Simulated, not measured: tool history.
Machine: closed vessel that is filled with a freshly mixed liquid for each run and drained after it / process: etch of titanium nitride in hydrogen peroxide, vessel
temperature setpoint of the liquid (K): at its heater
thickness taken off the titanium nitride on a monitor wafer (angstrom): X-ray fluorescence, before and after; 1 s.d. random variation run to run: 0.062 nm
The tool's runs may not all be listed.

run,hour,temperature setpoint of the liquid (K),concentration of hydrogen peroxide in the mixed liquid (% by weight),time in the liquid (s),thickness taken off the titanium nitride on a monitor wafer (angstrom)
1,0,315.15,25.5,390,85.264
2,1.3,317.15,25.5,390,99.723
3,3.5,318.65,25.5,390,112.32
4,5.4,318.65,29.5,390,114.85
5,8.8,313.15,29.5,390,75.812
6,10.1,313.15,30,390,75.905
7,14,315.65,30,390,92.001
8,17.7,317.65,30,390,107.3
9,25,319.15,30,390,119.53

What does the tool deliver on the next run?
10,30.4,320.15,30,390,?

Run 10 yielded thickness taken off the titanium nitride on a monitor wafer (angstrom) 130.39.

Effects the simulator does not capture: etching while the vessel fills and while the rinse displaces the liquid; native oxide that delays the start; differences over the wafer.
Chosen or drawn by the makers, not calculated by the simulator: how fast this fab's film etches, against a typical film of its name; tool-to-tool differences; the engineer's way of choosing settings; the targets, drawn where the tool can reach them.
